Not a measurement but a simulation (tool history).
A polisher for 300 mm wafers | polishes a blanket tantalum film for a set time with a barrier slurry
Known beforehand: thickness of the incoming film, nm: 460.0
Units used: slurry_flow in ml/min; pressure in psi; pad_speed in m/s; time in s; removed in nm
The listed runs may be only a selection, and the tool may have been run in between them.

run	hour	slurry_flow	pressure	pad_speed	slurry_solids	time	removed
1	0	245	1.4	1.02	1	68	66.221
2	6.3	245	1.2	0.94	1	68	56.298
3	11.2	245	1	0.82	1	68	42.833
4	16.5	245	1	0.82	1	68	41.514
5	17.6	245	1	1.06	1	68	55.172
6	23.9	245	0.9	0.96	1	68	46.559
7	25.5	245	0.8	0.88	1	68	39.464

Predict the results of run 8:
8	28.7	245	0.7	0.82	1	68	?

removed: 33.791 nm
